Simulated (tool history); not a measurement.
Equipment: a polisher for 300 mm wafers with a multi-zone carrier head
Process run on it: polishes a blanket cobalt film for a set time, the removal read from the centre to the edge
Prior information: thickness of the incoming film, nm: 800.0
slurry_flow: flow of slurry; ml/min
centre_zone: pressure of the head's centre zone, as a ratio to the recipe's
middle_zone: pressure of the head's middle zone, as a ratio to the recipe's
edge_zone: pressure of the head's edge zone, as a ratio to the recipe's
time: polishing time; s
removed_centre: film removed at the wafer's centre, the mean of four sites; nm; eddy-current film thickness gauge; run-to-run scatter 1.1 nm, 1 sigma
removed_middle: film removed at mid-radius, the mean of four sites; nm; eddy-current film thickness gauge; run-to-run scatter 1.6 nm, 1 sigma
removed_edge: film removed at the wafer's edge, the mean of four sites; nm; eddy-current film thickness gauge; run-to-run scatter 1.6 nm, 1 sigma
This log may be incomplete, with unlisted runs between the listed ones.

run,hour,slurry_flow,centre_zone,middle_zone,edge_zone,time,removed_centre,removed_middle,removed_edge
1,0,315,1,1,1,75,209.26,204.54,209.81
2,6.1,315,1,1,1.07,75,207.92,206.55,219.38
3,8,390,1,1,1.07,75,212.5,209.69,220.59
4,11.9,390,1,1,1.13,75,211.49,209.41,223.76
5,15.1,410,1.02,1.01,1.08,63,183.75,181.27,184.91
6,24,420,1.03,1,1.04,56,164.36,154.62,161.32
7,26.1,425,1.03,1.01,0.99,52,152.1,150.83,144.54
8,33.7,425,1.03,0.99,0.95,51,150,143.99,141.56

Run 9, settings as shown, results not yet in. Your forecast:
9,39.1,425,1.03,0.98,0.93,49,?,?,?

{"run 9": {"removed_centre": 142.83, "removed_middle": 136.98, "removed_edge": 132.57}}

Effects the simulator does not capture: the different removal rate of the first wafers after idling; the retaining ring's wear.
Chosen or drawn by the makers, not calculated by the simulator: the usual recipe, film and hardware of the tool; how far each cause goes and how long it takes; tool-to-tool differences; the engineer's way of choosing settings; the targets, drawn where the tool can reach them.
